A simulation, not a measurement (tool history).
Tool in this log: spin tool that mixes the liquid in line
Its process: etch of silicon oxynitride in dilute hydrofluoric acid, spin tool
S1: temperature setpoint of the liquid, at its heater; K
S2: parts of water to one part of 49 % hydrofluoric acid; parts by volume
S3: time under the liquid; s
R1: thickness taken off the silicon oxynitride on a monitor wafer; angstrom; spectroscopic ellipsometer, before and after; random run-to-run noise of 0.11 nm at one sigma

Run 1, hour 0.0: S1 293.15 K, S2 220 parts by volume, S3 290 s. Result: R1 16.832 angstrom.
Run 2, hour 7.8: S1 294.15 K, S2 180 parts by volume, S3 295 s. Result: R1 23.831 angstrom.
Run 3, hour 12.0: S1 295.15 K, S2 160 parts by volume, S3 295 s. Result: R1 27.345 angstrom.
Run 4, hour 19.9: S1 295.15 K, S2 210 parts by volume, S3 295 s. Result: R1 20.308 angstrom.
Run 5, hour 23.8: S1 296.15 K, S2 180 parts by volume, S3 295 s. Result: R1 24.628 angstrom.
Run 6, hour 29.8: S1 296.15 K, S2 180 parts by volume, S3 315 s. Result: R1 27.045 angstrom.
Run 7, hour 36.0: S1 296.65 K, S2 155 parts by volume, S3 315 s. Result: R1 34.362 angstrom.
Run 8, hour 42.2: S1 297.15 K, S2 145 parts by volume, S3 315 s. Result: R1 35.386 angstrom.
Run 9, hour 47.3: S1 297.65 K, S2 130 parts by volume, S3 315 s. Result: R1 42.761 angstrom.
Run 10, hour 51.2: S1 298.15 K, S2 125 parts by volume, S3 315 s. Result: R1 44.209 angstrom.
Run 11, hour 56.3: S1 300.15 K, S2 105 parts by volume, S3 315 s. Result: R1 58.139 angstrom.
Run 12, hour 57.2: S1 299.65 K, S2 105 parts by volume, S3 315 s. Result: R1 58.636 angstrom.

Expected results for the next run?
Run 13, hour 59.4: S1 299.15 K, S2 105 parts by volume, S3 315 s. Result: R1 ?.

R1: 56.971 angstrom

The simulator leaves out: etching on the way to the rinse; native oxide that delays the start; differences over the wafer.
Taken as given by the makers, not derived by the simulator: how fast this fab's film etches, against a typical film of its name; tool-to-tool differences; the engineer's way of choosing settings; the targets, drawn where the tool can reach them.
